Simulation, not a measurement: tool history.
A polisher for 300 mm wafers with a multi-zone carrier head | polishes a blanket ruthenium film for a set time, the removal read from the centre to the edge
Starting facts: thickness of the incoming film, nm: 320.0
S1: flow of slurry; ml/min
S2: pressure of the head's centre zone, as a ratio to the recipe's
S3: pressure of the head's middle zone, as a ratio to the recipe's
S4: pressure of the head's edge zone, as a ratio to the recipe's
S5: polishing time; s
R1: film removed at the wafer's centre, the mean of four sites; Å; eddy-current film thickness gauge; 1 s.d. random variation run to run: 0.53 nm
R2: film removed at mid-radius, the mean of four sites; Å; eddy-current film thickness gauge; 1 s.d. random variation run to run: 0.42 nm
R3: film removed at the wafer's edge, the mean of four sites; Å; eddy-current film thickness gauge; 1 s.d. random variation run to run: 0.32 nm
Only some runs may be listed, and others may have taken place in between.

run,hour,S1,S2,S3,S4,S5,R1,R2,R3
1,0.0,200,1.00,1.00,1.00,52,457.96,467.93,449.12
2,1.0,195,1.01,1.01,0.95,50,436.02,443.83,423.12
3,4.2,195,0.98,1.01,0.95,50,433.43,442.30,426.20
4,5.1,190,1.01,1.03,0.91,49,429.64,446.84,411.32
5,10.1,190,1.04,1.03,0.88,48,424.41,428.71,390.21
6,17.3,150,1.04,1.03,0.88,48,404.60,405.44,378.03

Forecast run 7:
7,25.4,155,1.06,1.04,0.86,48,?,?,?

Run 7 yielded R1 418.86 Å, R2 420.18 Å, R3 381.61 Å.
